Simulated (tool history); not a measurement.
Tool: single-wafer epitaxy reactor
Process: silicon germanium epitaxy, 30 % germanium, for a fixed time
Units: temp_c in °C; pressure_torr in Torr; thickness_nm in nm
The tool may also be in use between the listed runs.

run,day,temp_c,pressure_torr,thickness_nm
1,0,620,15.4,77.279
2,0.054,613,15.4,69.199
3,0.167,620,15.4,77.643
4,0.417,621,15.4,78.837
# day 0.679: capacitance manometer re-zeroed and calibrated
5,0.679,621,12.9,70.142
6,0.858,612,12.9,61.163
7,1.104,616,13,65.388
8,1.15,619,13.1,69.326
9,1.488,622,13.1,72.216

Run 10 comes next. What will it give?
10,1.683,624,13.1,?

thickness_nm: 74.858 nm

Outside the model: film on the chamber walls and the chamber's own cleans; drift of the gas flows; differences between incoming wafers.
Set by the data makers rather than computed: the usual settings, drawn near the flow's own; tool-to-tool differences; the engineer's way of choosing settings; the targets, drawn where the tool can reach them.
